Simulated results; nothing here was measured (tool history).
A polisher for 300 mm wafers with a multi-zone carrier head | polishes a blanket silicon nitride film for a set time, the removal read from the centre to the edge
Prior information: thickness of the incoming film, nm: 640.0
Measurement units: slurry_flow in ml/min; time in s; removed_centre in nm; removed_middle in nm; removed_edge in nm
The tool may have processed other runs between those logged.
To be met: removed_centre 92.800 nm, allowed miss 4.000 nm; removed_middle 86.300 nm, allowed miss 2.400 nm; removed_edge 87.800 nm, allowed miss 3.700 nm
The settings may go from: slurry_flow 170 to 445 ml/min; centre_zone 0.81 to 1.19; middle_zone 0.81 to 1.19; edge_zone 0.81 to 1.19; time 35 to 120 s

run 1 hour=0.0 | slurry_flow=285 centre_zone=1.00 middle_zone=1.00 edge_zone=1.00 time=77 | removed_centre=97.734 removed_middle=100.570 removed_edge=100.390
run 2 hour=1.6 | slurry_flow=285 centre_zone=1.00 middle_zone=1.00 edge_zone=0.91 time=77 | removed_centre=100.350 removed_middle=100.760 removed_edge=99.589
run 3 hour=6.8 | slurry_flow=285 centre_zone=1.00 middle_zone=1.00 edge_zone=0.91 time=95 | removed_centre=120.030 removed_middle=122.030 removed_edge=120.350
run 4 hour=9.6 | slurry_flow=335 centre_zone=1.00 middle_zone=1.00 edge_zone=0.91 time=95 | removed_centre=124.700 removed_middle=127.270 removed_edge=124.400
run 5 hour=16.8 | slurry_flow=335 centre_zone=1.00 middle_zone=1.06 edge_zone=0.91 time=95 | removed_centre=127.120 removed_middle=130.060 removed_edge=121.990
run 6 hour=21.6 | slurry_flow=335 centre_zone=0.94 middle_zone=1.06 edge_zone=0.91 time=95 | removed_centre=119.950 removed_middle=131.810 removed_edge=119.980
run 7 hour=27.4 | slurry_flow=320 centre_zone=0.97 middle_zone=1.03 edge_zone=0.89 time=87 | removed_centre=110.710 removed_middle=116.440 removed_edge=110.360
run 8 hour=30.5 | slurry_flow=305 centre_zone=1.00 middle_zone=1.01 edge_zone=0.88 time=81 | removed_centre=105.450 removed_middle=107.640 removed_edge=103.900
run 9 hour=39.0 | slurry_flow=290 centre_zone=1.02 middle_zone=1.00 edge_zone=0.87 time=76 | removed_centre=100.410 removed_middle=98.088 removed_edge=95.080
run 10 hour=43.2 | slurry_flow=275 centre_zone=1.02 middle_zone=0.98 edge_zone=0.86 time=75 | removed_centre=98.994 removed_middle=94.838 removed_edge=95.328
run 11 hour=49.9 | slurry_flow=265 centre_zone=1.02 middle_zone=0.98 edge_zone=0.85 time=73 | removed_centre=95.401 removed_middle=91.187 removed_edge=91.111

Pick the move, out of 5, that brings all results within their allowed miss; only one does.
run A hour=56.6 | slurry_flow=240 centre_zone=1.08 middle_zone=0.87 edge_zone=0.87 time=75 | removed_centre=? removed_middle=? removed_edge=?
run B hour=56.6 | slurry_flow=295 centre_zone=0.96 middle_zone=0.81 edge_zone=0.89 time=76 | removed_centre=? removed_middle=? removed_edge=?
run C hour=56.6 | slurry_flow=295 centre_zone=1.12 middle_zone=0.88 edge_zone=0.85 time=72 | removed_centre=? removed_middle=? removed_edge=?
run D hour=56.6 | slurry_flow=240 centre_zone=1.02 middle_zone=0.93 edge_zone=0.82 time=72 | removed_centre=? removed_middle=? removed_edge=?
run E hour=56.6 | slurry_flow=240 centre_zone=1.05 middle_zone=0.86 edge_zone=0.91 time=76 | removed_centre=? removed_middle=? removed_edge=?

move=A removed_centre=104.160 removed_middle=85.522 removed_edge=94.092
move=B removed_centre=96.202 removed_middle=83.755 removed_edge=97.793
move=C removed_centre=106.500 removed_middle=84.863 removed_edge=91.363
move=D removed_centre=94.439 removed_middle=86.804 removed_edge=88.787
move=E removed_centre=102.590 removed_middle=85.851 removed_edge=96.599
A: the furthest-off result lands on target, but another misses its tolerance
B: moves the result that the last run missed by most past its target, out the other side
C: the furthest-off result lands on target, but another misses its tolerance
D: meets every target
E: the furthest-off result lands on target, but another misses its tolerance
The move that meets every target is D.
